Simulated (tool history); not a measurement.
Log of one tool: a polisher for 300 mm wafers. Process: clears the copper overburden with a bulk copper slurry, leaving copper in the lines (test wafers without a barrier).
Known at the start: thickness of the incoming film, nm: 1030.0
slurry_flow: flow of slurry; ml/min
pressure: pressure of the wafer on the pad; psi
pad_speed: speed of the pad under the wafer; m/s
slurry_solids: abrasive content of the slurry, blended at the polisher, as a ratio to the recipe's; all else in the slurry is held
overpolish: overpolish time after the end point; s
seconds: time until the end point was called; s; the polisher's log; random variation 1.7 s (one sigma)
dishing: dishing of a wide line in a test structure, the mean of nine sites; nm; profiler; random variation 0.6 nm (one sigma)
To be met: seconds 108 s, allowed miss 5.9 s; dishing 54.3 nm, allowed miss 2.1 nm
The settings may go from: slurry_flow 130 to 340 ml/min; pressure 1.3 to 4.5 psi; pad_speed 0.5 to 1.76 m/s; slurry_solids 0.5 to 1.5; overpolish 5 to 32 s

run,day,slurry_flow,pressure,pad_speed,slurry_solids,overpolish,seconds,dishing
1,0,220,2.9,1.12,1,16,113.14,73.318
2,0.375,220,2.9,1.12,1,14,115.11,68.104
3,0.633,220,2.9,0.98,1,14,129.16,63.324
4,0.838,220,2.9,0.98,1,11,131.17,55.511
5,1.058,220,2.9,0.98,1,15,127.32,65.99
6,1.408,245,2.9,0.98,1,15,126.32,67.407
7,1.771,245,3,1,1,14,120.79,68.556
8,1.858,235,3,1.02,1,13,120.38,64.841
9,2.008,230,3,1.04,1,12,121.28,61.817
10,2.346,260,3.3,1.1,1,6,101.68,40.501
11,2.712,250,3.3,1.1,1,7,104.66,45.648
12,3.008,240,3.3,1.1,1,7,101.29,46.88
13,3.167,230,3.3,1.1,1,7,103.77,46.481
14,3.35,225,3.3,1.1,1,7,103.81,45.098
15,3.612,225,3.3,1.1,1,8,104,51.497
16,3.9,220,3.3,1.1,1,8,105.31,50.402
17,3.933,215,3.3,1.1,1,8,101.62,51.222
18,4.183,215,3.3,1.1,1,8,107.94,50.467
19,4.296,210,3.3,1.1,1,8,102.06,49.541

4 next moves are on the table. One of them brings every result within its allowed miss. Which?
A,4.408,195,3.9,1.08,0.85,9,?,?
B,4.408,270,3.1,1.28,0.85,9,?,?
C,4.408,200,3.3,1.04,1.2,9,?,?
D,4.408,210,3.3,1.18,1.1,9,?,?

move,seconds,dishing
A,94.663,60.72
B,96.775,58.705
C,107.05,54.846
D,96.772,59.008
A: takes the result that was furthest off past its target
B: takes the result that was furthest off past its target
C: meets every target
D: takes the result that was furthest off past its target
The right move is C.
